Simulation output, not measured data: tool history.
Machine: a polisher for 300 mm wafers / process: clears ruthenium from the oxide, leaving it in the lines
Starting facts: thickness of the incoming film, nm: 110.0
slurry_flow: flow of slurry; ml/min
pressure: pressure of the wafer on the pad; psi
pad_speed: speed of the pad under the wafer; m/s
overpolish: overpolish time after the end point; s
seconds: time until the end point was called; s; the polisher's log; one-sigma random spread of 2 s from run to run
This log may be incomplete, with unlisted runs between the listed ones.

| run | hour | slurry_flow | pressure | pad_speed | overpolish | seconds |
|---|---|---|---|---|---|---|
| 1 | 0.0 | 295 | 1.7 | 0.84 | 26 | 116.09 |
| 2 | 6.6 | 295 | 1.4 | 0.84 | 26 | 127.93 |
| 3 | 15.5 | 250 | 1.4 | 0.84 | 26 | 135.23 |
| 4 | 19.7 | 175 | 1.4 | 0.84 | 26 | 141.87 |
| 5 | 20.7 | 175 | 1.6 | 0.84 | 26 | 130.69 |
| 6 | 29.1 | 175 | 1.5 | 0.84 | 26 | 133.02 |
| 7 | 35.1 | 175 | 1.4 | 0.84 | 26 | 138.32 |
| 8 | 41.8 | 175 | 1.3 | 0.84 | 26 | 149.65 |
| 9 | 43.5 | 175 | 1.1 | 0.84 | 26 | 164.05 |

For run 10, what comes out?
| 10 | 51.8 | 175 | 1.0 | 0.84 | 26 | ? |

{"run 10": {"seconds": 169.55}}
